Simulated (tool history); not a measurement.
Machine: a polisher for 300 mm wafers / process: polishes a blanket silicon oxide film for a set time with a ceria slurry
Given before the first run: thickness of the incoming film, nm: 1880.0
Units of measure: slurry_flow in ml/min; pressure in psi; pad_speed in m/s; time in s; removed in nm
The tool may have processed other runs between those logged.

run 1 hour=0 | slurry_flow=135 pressure=3.4 pad_speed=1.28 time=105 | removed=708.06
run 2 hour=3.1 | slurry_flow=135 pressure=3.4 pad_speed=1.1 time=105 | removed=603.64
run 3 hour=10.6 | slurry_flow=135 pressure=3.8 pad_speed=1.14 time=105 | removed=696.1
run 4 hour=13.5 | slurry_flow=135 pressure=3.8 pad_speed=0.88 time=105 | removed=550.36
run 5 hour=16.5 | slurry_flow=135 pressure=4.1 pad_speed=0.98 time=105 | removed=651.91
run 6 hour=18.3 | slurry_flow=135 pressure=4.7 pad_speed=0.98 time=105 | removed=731.84

What will run 7 give?
run 7 hour=18.9 | slurry_flow=135 pressure=4.8 pad_speed=1.08 time=105 | removed=?

removed: 850.59 nm

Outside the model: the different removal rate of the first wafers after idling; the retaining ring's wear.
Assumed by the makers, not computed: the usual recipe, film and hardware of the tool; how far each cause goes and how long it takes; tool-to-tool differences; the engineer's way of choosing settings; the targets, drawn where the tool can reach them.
